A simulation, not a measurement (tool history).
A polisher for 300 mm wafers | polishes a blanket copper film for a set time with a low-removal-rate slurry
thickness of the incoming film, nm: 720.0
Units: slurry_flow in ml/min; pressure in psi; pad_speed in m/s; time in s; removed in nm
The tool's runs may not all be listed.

run,hour,slurry_flow,pressure,pad_speed,slurry_solids,time,removed
1,0,245,2.9,0.9,1,43,91.752
2,4,245,2.7,0.9,1,43,85.923
3,12,195,2.7,0.9,1,43,82.777
4,16.5,190,2.5,0.9,1,43,75.961
5,23.7,170,2.5,0.9,1,43,74.875
6,30.3,170,2.4,0.9,1,43,72.36
7,32.4,170,2.3,0.9,1,43,69.471
8,39.7,170,2.3,0.9,1,43,68.747
9,42.2,170,2.2,0.9,1,43,65.909

Run 10 comes next. What will it give?
10,51.1,170,2.1,0.9,1,43,?

Run 10 gave removed 64.312 nm.
